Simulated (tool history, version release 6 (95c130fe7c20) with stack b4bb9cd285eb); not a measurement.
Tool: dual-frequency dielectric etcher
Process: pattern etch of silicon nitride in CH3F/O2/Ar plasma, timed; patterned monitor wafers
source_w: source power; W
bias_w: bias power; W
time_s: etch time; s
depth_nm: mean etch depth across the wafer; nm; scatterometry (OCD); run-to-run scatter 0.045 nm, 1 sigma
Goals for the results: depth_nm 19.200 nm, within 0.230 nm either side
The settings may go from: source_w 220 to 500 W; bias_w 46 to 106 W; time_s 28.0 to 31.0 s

Run 1, hour 0.0: source_w 360 W, bias_w 76 W, time_s 31.0 s. Result: depth_nm 21.180 nm.
Run 2, hour 4.7: source_w 340 W, bias_w 76 W, time_s 31.0 s. Result: depth_nm 20.577 nm.
Run 3, hour 7.0: source_w 330 W, bias_w 76 W, time_s 31.0 s. Result: depth_nm 20.204 nm.
Run 4, hour 15.2: source_w 330 W, bias_w 64 W, time_s 31.0 s. Result: depth_nm 18.667 nm.
Run 5, hour 16.0: source_w 330 W, bias_w 57 W, time_s 31.0 s. Result: depth_nm 17.690 nm.
Run 6, hour 23.2: source_w 340 W, bias_w 57 W, time_s 31.0 s. Result: depth_nm 18.040 nm.
Run 7, hour 26.9: source_w 400 W, bias_w 58 W, time_s 31.0 s. Result: depth_nm 19.935 nm.
Run 8, hour 35.5: source_w 390 W, bias_w 58 W, time_s 31.0 s. Result: depth_nm 19.527 nm.

Which of these 5 next moves meets every target?
Run A, hour 44.1: source_w 410 W, bias_w 65 W, time_s 29.0 s. Result: depth_nm ?.
Run B, hour 44.1: source_w 400 W, bias_w 60 W, time_s 30.5 s. Result: depth_nm ?.
Run C, hour 44.1: source_w 420 W, bias_w 56 W, time_s 29.5 s. Result: depth_nm ?.
Run D, hour 44.1: source_w 470 W, bias_w 53 W, time_s 29.5 s. Result: depth_nm ?.
Run E, hour 44.1: source_w 380 W, bias_w 64 W, time_s 30.5 s. Result: depth_nm ?.

move  depth_nm
   A    19.867
   B    19.894
   C    19.154
   D    19.837
   E    19.915
A: lands further from the targets than the last run did
B: lands further from the targets than the last run did
C: every result lands within tolerance
D: lands further from the targets than the last run did
E: lands further from the targets than the last run did
Answer: C
